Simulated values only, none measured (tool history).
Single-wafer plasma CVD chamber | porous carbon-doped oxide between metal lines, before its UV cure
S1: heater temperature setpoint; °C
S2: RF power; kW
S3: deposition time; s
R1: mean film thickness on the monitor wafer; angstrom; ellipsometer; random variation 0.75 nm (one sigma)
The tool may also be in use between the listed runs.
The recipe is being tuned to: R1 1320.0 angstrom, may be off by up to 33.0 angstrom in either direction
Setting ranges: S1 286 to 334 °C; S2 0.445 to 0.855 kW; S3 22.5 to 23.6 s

Run 1, day 0.000: S1 310 °C, S2 0.650 kW, S3 23.6 s. Result: R1 1481.3 angstrom.
Run 2, day 0.262: S1 310 °C, S2 0.580 kW, S3 23.6 s. Result: R1 1423.4 angstrom.
Run 3, day 0.338: S1 312 °C, S2 0.575 kW, S3 23.6 s. Result: R1 1407.5 angstrom.
Run 4, day 0.471: S1 304 °C, S2 0.575 kW, S3 23.6 s. Result: R1 1454.3 angstrom.
Run 5, day 0.696: S1 304 °C, S2 0.575 kW, S3 23.6 s. Result: R1 1462.2 angstrom.
Run 6, day 0.933: S1 304 °C, S2 0.575 kW, S3 23.6 s. Result: R1 1445.4 angstrom.
Run 7, day 1.038: S1 306 °C, S2 0.565 kW, S3 23.5 s. Result: R1 1437.6 angstrom.
Run 8, day 1.246: S1 308 °C, S2 0.555 kW, S3 23.4 s. Result: R1 1406.8 angstrom.
Run 9, day 1.408: S1 309 °C, S2 0.550 kW, S3 23.4 s. Result: R1 1383.5 angstrom.
Run 10, day 1.592: S1 310 °C, S2 0.545 kW, S3 23.4 s. Result: R1 1369.5 angstrom.
Run 11, day 1.671: S1 311 °C, S2 0.540 kW, S3 23.4 s. Result: R1 1355.3 angstrom.
Run 12, day 1.796: S1 312 °C, S2 0.540 kW, S3 23.4 s. Result: R1 1337.9 angstrom.

Consider the 4 candidate settings below. Which is the only one whose results all fall within their allowed miss of target?
Run A, day 1.921: S1 304 °C, S2 0.470 kW, S3 23.4 s. Result: R1 ?.
Run B, day 1.921: S1 309 °C, S2 0.535 kW, S3 23.6 s. Result: R1 ?.
Run C, day 1.921: S1 296 °C, S2 0.465 kW, S3 23.6 s. Result: R1 ?.
Run D, day 1.921: S1 304 °C, S2 0.540 kW, S3 23.5 s. Result: R1 ?.

move      R1
   A  1317.5
   B  1368.9
   C  1376.1
   D  1402.1
A: every result within its allowed miss
B: lands further from the targets than the last run did
C: lands further from the targets than the last run did
D: lands further from the targets than the last run did
Answer: A
